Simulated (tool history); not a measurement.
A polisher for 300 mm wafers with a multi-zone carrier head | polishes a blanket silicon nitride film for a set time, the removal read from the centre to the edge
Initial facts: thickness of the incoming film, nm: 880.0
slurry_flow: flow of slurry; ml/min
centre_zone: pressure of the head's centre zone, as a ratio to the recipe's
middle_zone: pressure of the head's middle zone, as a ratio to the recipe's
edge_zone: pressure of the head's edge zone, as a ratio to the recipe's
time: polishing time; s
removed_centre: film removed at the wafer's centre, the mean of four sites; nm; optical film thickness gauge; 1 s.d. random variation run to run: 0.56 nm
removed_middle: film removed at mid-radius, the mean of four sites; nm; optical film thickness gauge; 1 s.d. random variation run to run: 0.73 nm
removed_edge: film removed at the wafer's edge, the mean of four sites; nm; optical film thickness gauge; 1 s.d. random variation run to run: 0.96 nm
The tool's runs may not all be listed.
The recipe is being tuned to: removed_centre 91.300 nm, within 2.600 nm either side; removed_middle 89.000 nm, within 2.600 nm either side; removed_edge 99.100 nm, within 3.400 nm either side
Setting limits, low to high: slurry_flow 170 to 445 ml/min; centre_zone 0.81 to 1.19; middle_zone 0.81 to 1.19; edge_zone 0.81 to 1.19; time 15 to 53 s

run	hour	slurry_flow	centre_zone	middle_zone	edge_zone	time	removed_centre	removed_middle	removed_edge
1	0.0	285	1.00	1.00	1.00	34	75.951	76.486	74.542
2	4.8	320	1.00	1.00	1.00	34	77.201	78.279	76.044
3	11.0	340	1.00	0.99	1.05	35	80.726	79.257	80.194
4	16.8	345	0.99	0.99	1.09	36	82.199	81.250	81.542
5	23.9	355	0.96	0.96	1.10	38	84.737	82.406	87.880
6	32.8	355	0.96	0.96	1.10	45	99.033	100.590	103.030
7	39.4	355	0.96	0.96	1.10	45	100.300	99.137	102.400
8	43.2	335	0.95	0.94	1.09	45	99.583	97.573	101.920
9	47.3	325	0.93	0.92	1.09	45	96.928	93.912	102.960
10	54.6	315	0.92	0.92	1.08	45	97.119	95.694	100.310
11	60.0	315	0.90	0.90	1.09	45	94.198	92.939	102.520
12	61.0	310	0.90	0.89	1.08	45	93.974	91.572	101.910

Below are 5 possible settings for the next run. Only one of them brings all results inside the allowed miss of their targets. Which is it?
A	62.0	305	0.95	0.97	1.06	40	?	?	?
B	62.0	355	0.93	0.92	1.15	42	?	?	?
C	62.0	265	0.87	0.92	1.08	45	?	?	?
D	62.0	325	0.98	1.03	1.02	41	?	?	?
E	62.0	275	1.00	0.98	0.99	43	?	?	?

move	removed_centre	removed_middle	removed_edge
A	87.192	86.904	89.806
B	91.301	88.415	98.061
C	90.297	92.322	100.730
D	92.164	94.218	91.171
E	96.526	93.312	93.648
A: moves the result that the last run missed by most past its target, out the other side
B: hits every target within its allowed miss
C: brings the last run's worst result on target, with another outside its allowed miss
D: brings the last run's worst result on target, with another outside its allowed miss
E: the biggest miss grows against the last run
The right move is B.

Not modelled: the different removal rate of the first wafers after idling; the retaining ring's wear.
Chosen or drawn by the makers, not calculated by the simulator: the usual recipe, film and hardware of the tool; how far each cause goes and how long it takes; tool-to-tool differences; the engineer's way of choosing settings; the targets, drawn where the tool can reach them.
